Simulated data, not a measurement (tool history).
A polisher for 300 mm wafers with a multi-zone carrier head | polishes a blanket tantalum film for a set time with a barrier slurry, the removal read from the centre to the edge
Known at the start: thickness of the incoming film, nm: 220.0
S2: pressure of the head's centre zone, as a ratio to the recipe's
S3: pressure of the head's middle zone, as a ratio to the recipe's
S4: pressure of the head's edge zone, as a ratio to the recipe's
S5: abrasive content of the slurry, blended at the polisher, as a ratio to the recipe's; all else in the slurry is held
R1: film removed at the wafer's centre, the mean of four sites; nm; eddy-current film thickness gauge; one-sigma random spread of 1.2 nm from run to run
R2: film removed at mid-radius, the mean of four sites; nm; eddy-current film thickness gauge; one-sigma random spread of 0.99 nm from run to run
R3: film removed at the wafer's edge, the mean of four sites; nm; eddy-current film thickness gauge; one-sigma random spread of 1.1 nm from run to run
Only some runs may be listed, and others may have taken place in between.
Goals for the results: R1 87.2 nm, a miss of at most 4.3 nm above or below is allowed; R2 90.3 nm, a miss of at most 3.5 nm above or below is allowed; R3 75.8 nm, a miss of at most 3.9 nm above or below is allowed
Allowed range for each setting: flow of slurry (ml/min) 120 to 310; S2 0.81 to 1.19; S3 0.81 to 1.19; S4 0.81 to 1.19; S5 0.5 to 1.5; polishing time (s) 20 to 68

run 1 hour=0 | flow_of_slurry_(ml/min)=200 S2=1 S3=1 S4=1 S5=1 polishing_time_(s)=44 | R1=77.249 R2=76.606 R3=74.806
run 2 hour=4 | flow_of_slurry_(ml/min)=200 S2=1 S3=1 S4=1 S5=0.9 polishing_time_(s)=44 | R1=74.424 R2=75.081 R3=73.36
run 3 hour=9.6 | flow_of_slurry_(ml/min)=200 S2=1 S3=1 S4=1 S5=0.9 polishing_time_(s)=35 | R1=59.518 R2=58.338 R3=58.063
run 4 hour=11.6 | flow_of_slurry_(ml/min)=210 S2=1.02 S3=1.04 S4=1 S5=1.05 polishing_time_(s)=36 | R1=65.813 R2=64.527 R3=62.336
run 5 hour=17.9 | flow_of_slurry_(ml/min)=215 S2=1.03 S3=1.08 S4=0.99 S5=1.15 polishing_time_(s)=37 | R1=70.415 R2=71.766 R3=66.221
run 6 hour=18.8 | flow_of_slurry_(ml/min)=170 S2=1.03 S3=1.08 S4=0.99 S5=1.15 polishing_time_(s)=37 | R1=67.29 R2=68.433 R3=64.933
run 7 hour=24.9 | flow_of_slurry_(ml/min)=185 S2=1.05 S3=1.11 S4=0.99 S5=1.25 polishing_time_(s)=37 | R1=70.976 R2=71.781 R3=65.749
run 8 hour=31 | flow_of_slurry_(ml/min)=200 S2=1.06 S3=1.13 S4=0.99 S5=1.3 polishing_time_(s)=38 | R1=74.334 R2=76.082 R3=69.105
run 9 hour=31.8 | flow_of_slurry_(ml/min)=210 S2=1.07 S3=1.15 S4=0.98 S5=1.35 polishing_time_(s)=39 | R1=78.068 R2=82.63 R3=70.938

5 candidate next runs follow, results not yet known. Just one meets every target within its allowed miss. Identify it.
run A hour=32.6 | flow_of_slurry_(ml/min)=205 S2=0.86 S3=1.17 S4=1.07 S5=1.1 polishing_time_(s)=40 | R1=? R2=? R3=?
run B hour=32.6 | flow_of_slurry_(ml/min)=225 S2=1.13 S3=1.19 S4=0.97 S5=1.25 polishing_time_(s)=42 | R1=? R2=? R3=?
run C hour=32.6 | flow_of_slurry_(ml/min)=245 S2=1.04 S3=1.07 S4=1 S5=1.1 polishing_time_(s)=41 | R1=? R2=? R3=?
run D hour=32.6 | flow_of_slurry_(ml/min)=190 S2=1.05 S3=1.12 S4=1.03 S5=1.35 polishing_time_(s)=45 | R1=? R2=? R3=?
run E hour=32.6 | flow_of_slurry_(ml/min)=180 S2=1.18 S3=1.1 S4=1.05 S5=1.5 polishing_time_(s)=40 | R1=? R2=? R3=?

move=A R1=63.878 R2=81.273 R3=72.433
move=B R1=86.081 R2=89.808 R3=75.232
move=C R1=77.355 R2=78.646 R3=73.116
move=D R1=86.409 R2=90.946 R3=82.984
move=E R1=85.313 R2=80.636 R3=75.593
A: lands further from the targets than the last run did
B: all results in spec
C: lands further from the targets than the last run did
D: meets the target for the result that was furthest off, but another lies outside its allowed miss
E: lands further from the targets than the last run did
The move that meets every target is B.

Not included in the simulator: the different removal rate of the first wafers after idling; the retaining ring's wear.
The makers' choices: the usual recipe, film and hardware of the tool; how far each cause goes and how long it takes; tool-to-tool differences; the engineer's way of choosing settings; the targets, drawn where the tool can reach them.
